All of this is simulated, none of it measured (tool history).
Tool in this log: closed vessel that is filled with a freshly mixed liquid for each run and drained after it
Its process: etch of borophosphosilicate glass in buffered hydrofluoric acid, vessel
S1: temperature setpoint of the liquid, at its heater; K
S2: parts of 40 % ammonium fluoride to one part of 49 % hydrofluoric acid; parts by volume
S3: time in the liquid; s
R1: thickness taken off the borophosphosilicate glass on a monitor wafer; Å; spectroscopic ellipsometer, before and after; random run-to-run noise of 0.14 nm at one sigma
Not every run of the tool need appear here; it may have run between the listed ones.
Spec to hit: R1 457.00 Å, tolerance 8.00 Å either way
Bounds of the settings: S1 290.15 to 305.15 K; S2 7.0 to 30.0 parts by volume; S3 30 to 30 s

run	hour	S1	S2	S3	R1
1	0.0	298.15	19.0	30	205.65
2	4.1	298.15	24.0	30	171.86
3	12.2	299.15	22.0	30	193.56
4	18.0	299.65	20.5	30	209.03
5	22.4	300.15	19.0	30	228.29
6	30.1	303.65	19.0	30	275.27
7	38.8	303.65	17.5	30	299.50
8	44.5	303.65	16.5	30	315.29
9	48.1	303.65	16.0	30	323.95
10	56.1	303.65	15.5	30	337.60
11	63.8	303.65	15.5	30	337.76
12	65.1	303.65	15.0	30	346.30
13	67.1	305.15	10.0	30	562.10
14	74.9	304.65	10.0	30	546.86
15	79.6	304.15	10.0	30	527.71
16	85.1	303.65	10.0	30	517.51
17	90.2	300.65	10.0	30	442.99

Next run, 5 choices. One meets every target within its allowed miss, the rest don't. Which?
A	95.3	297.65	8.0	30	?
B	95.3	299.15	9.0	30	?
C	95.3	300.15	10.0	30	?
D	95.3	301.15	10.5	30	?
E	95.3	303.15	10.5	30	?

move	R1
A	458.92
B	437.05
C	430.97
D	433.12
E	480.87
A: meets every target
B: its largest miss is bigger than the last run's
C: its largest miss is bigger than the last run's
D: its largest miss is bigger than the last run's
E: moves the result that the last run missed by most past its target, out the other side
So the answer is move A, the one that meets all the targets.

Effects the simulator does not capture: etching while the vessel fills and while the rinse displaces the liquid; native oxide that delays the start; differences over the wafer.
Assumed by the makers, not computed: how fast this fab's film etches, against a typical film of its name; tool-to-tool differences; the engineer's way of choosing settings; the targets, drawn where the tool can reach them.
